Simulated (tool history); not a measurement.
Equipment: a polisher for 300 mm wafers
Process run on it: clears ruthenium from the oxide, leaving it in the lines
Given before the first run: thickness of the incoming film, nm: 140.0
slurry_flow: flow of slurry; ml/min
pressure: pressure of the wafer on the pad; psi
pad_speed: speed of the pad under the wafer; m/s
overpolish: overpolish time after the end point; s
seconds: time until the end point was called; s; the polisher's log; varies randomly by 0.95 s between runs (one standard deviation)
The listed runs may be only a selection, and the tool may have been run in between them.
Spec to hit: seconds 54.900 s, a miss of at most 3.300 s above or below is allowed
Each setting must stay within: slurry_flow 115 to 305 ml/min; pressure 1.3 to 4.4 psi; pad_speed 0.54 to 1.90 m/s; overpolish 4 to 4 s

{"run": 1, "hour": 0.0, "slurry_flow": 195, "pressure": 2.8, "pad_speed": 1.22, "overpolish": 4, "seconds": 88.323}
{"run": 2, "hour": 2.4, "slurry_flow": 195, "pressure": 2.9, "pad_speed": 1.22, "overpolish": 4, "seconds": 83.786}
{"run": 3, "hour": 11.0, "slurry_flow": 195, "pressure": 3.0, "pad_speed": 1.22, "overpolish": 4, "seconds": 83.529}
{"run": 4, "hour": 18.6, "slurry_flow": 245, "pressure": 3.0, "pad_speed": 1.22, "overpolish": 4, "seconds": 81.266}
{"run": 5, "hour": 24.1, "slurry_flow": 245, "pressure": 3.1, "pad_speed": 1.22, "overpolish": 4, "seconds": 79.49}
{"run": 6, "hour": 26.1, "slurry_flow": 245, "pressure": 2.7, "pad_speed": 1.22, "overpolish": 4, "seconds": 91.346}
{"run": 7, "hour": 31.8, "slurry_flow": 245, "pressure": 2.8, "pad_speed": 1.22, "overpolish": 4, "seconds": 86.601}
{"run": 8, "hour": 39.1, "slurry_flow": 245, "pressure": 2.9, "pad_speed": 1.22, "overpolish": 4, "seconds": 82.84}
{"run": 9, "hour": 45.6, "slurry_flow": 245, "pressure": 3.0, "pad_speed": 1.22, "overpolish": 4, "seconds": 80.793}
{"run": 10, "hour": 46.2, "slurry_flow": 245, "pressure": 3.0, "pad_speed": 1.22, "overpolish": 4, "seconds": 82.05}
{"hour": 49.1, "done": "worn pad replaced by a new one"}
{"run": 11, "hour": 49.1, "slurry_flow": 245, "pressure": 3.1, "pad_speed": 1.22, "overpolish": 4, "seconds": 70.847}
{"run": 12, "hour": 53.3, "slurry_flow": 245, "pressure": 3.3, "pad_speed": 1.22, "overpolish": 4, "seconds": 67.627}
{"run": 13, "hour": 57.4, "slurry_flow": 245, "pressure": 3.5, "pad_speed": 1.22, "overpolish": 4, "seconds": 63.33}
{"run": 14, "hour": 58.3, "slurry_flow": 245, "pressure": 3.5, "pad_speed": 1.22, "overpolish": 4, "seconds": 64.512}
{"run": 15, "hour": 65.1, "slurry_flow": 245, "pressure": 3.7, "pad_speed": 1.22, "overpolish": 4, "seconds": 62.715}

Pick the move, out of 5, that brings all results within their allowed miss; only one does.
{"run": "A", "hour": 71.9, "slurry_flow": 245, "pressure": 3.3, "pad_speed": 1.06, "overpolish": 4, "seconds": "?"}
{"run": "B", "hour": 71.9, "slurry_flow": 270, "pressure": 4.2, "pad_speed": 1.3, "overpolish": 4, "seconds": "?"}
{"run": "C", "hour": 71.9, "slurry_flow": 210, "pressure": 4.3, "pad_speed": 1.18, "overpolish": 4, "seconds": "?"}
{"run": "D", "hour": 71.9, "slurry_flow": 160, "pressure": 4.0, "pad_speed": 1.46, "overpolish": 4, "seconds": "?"}
{"run": "E", "hour": 71.9, "slurry_flow": 230, "pressure": 3.4, "pad_speed": 1.06, "overpolish": 4, "seconds": "?"}

move=A seconds=78.454
move=B seconds=50.762
move=C seconds=55.849
move=D seconds=51.096
move=E seconds=76.747
A: the biggest miss grows against the last run
B: carries the result that was furthest off beyond its target, to the other side
C: meets every target
D: carries the result that was furthest off beyond its target, to the other side
E: the biggest miss grows against the last run
C meets every target.

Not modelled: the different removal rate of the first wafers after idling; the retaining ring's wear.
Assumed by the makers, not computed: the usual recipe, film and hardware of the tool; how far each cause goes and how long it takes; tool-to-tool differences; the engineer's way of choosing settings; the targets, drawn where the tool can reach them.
